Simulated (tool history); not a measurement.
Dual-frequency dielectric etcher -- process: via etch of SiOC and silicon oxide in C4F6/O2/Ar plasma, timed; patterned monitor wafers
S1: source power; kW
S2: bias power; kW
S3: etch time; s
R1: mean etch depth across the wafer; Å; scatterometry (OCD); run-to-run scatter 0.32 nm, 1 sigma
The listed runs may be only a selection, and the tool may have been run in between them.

run,hour,S1,S2,S3,R1
1,0,0.44,0.22,103.5,1251.8
2,6.6,0.52,0.22,103.5,1328.5
3,9.1,0.48,0.218,103.5,1292.2
4,10.7,0.48,0.218,108,1342.3
# hour 12.7: source power generator calibrated
5,12.7,0.43,0.216,108,1271.9
6,13.6,0.43,0.191,108,1223.9
7,21.5,0.42,0.191,108,1209.9

The next listed run, before its measurement:
8,23.2,0.41,0.191,108,?

R1: 1205 Å

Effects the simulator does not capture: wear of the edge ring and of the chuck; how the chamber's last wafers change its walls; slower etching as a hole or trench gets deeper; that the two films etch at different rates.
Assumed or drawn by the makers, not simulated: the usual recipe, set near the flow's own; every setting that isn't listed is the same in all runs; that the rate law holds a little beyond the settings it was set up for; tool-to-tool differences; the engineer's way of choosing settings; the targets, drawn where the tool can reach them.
